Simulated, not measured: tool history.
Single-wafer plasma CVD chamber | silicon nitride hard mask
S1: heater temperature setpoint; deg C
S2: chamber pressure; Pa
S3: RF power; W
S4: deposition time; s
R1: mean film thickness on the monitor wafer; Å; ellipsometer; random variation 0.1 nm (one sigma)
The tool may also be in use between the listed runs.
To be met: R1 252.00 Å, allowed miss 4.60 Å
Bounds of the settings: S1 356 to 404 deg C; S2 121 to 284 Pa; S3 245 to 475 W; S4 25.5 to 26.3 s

Run 1, hour 0.0: S1 380 deg C, S2 203 Pa, S3 360 W, S4 25.5 s. Result: R1 298.78 Å.
Run 2, hour 2.9: S1 380 deg C, S2 184 Pa, S3 350 W, S4 25.5 s. Result: R1 283.90 Å.
Run 3, hour 11.5: S1 380 deg C, S2 203 Pa, S3 350 W, S4 25.5 s. Result: R1 295.75 Å.
Run 4, hour 12.9: S1 380 deg C, S2 184 Pa, S3 345 W, S4 25.5 s. Result: R1 280.30 Å.
Run 5, hour 18.7: S1 380 deg C, S2 184 Pa, S3 395 W, S4 25.5 s. Result: R1 302.74 Å.
Run 6, hour 22.5: S1 387 deg C, S2 184 Pa, S3 395 W, S4 25.5 s. Result: R1 302.22 Å.
Run 7, hour 28.6: S1 387 deg C, S2 168 Pa, S3 385 W, S4 25.5 s. Result: R1 285.55 Å.
At hour 29.4: RF generator calibrated.
Run 8, hour 29.4: S1 387 deg C, S2 156 Pa, S3 380 W, S4 25.5 s. Result: R1 282.92 Å.
Run 9, hour 32.2: S1 387 deg C, S2 147 Pa, S3 370 W, S4 25.5 s. Result: R1 268.15 Å.
Run 10, hour 39.2: S1 387 deg C, S2 140 Pa, S3 370 W, S4 25.5 s. Result: R1 258.98 Å.
Run 11, hour 47.9: S1 387 deg C, S2 137 Pa, S3 370 W, S4 25.5 s. Result: R1 257.66 Å.

Which of these 4 next moves meets every target?
Run A, hour 56.6: S1 385 deg C, S2 129 Pa, S3 365 W, S4 25.5 s. Result: R1 ?.
Run B, hour 56.6: S1 380 deg C, S2 139 Pa, S3 300 W, S4 26.3 s. Result: R1 ?.
Run C, hour 56.6: S1 382 deg C, S2 133 Pa, S3 370 W, S4 25.5 s. Result: R1 ?.
Run D, hour 56.6: S1 389 deg C, S2 143 Pa, S3 360 W, S4 25.9 s. Result: R1 ?.

move      R1
   A  244.68
   B  239.73
   C  252.32
   D  263.79
A: takes the result that was furthest off past its target
B: takes the result that was furthest off past its target
C: meets every target
D: further off than the last run
Move C is the one to make.
